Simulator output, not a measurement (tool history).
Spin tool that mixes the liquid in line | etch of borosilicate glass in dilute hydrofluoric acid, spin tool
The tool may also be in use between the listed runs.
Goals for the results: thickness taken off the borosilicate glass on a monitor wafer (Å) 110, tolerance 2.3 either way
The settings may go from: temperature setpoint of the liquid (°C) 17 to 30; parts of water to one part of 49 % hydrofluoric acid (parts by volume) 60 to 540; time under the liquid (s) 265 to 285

run	hour	temperature setpoint of the liquid (°C)	parts of water to one part of 49 % hydrofluoric acid (parts by volume)	time under the liquid (s)	thickness taken off the borosilicate glass on a monitor wafer (Å)
1	0	22	300	265	240.69
2	1.2	21.5	320	265	220.25
3	8.7	21.5	365	265	183.11
4	11.8	21.5	425	265	148.48
5	17	24.5	425	265	163.96
6	17.9	23.5	430	265	155.91
7	24.9	19.5	470	265	121.19
8	27.9	19	470	265	119.04
9	32.8	18.5	470	265	117.92
# hour 38.2: thermometer replaced
10	38.2	17.5	475	265	105.19
11	43	17.5	475	265	104.41
12	44	18	475	265	106.54

Consider the 5 candidate settings below. Which is the only one whose results all fall within their allowed miss of target?
A	45	17	495	275	?
B	45	18.5	485	265	?
C	45	17	460	270	?
D	45	19.5	505	265	?
E	45	17	500	275	?

move	thickness taken off the borosilicate glass on a monitor wafer (Å)
A	101.68
B	106.07
C	110.23
D	103.77
E	100.29
A: misses by more than the last run did
B: misses by more than the last run did
C: all results in spec
D: misses by more than the last run did
E: misses by more than the last run did
The right move is C.
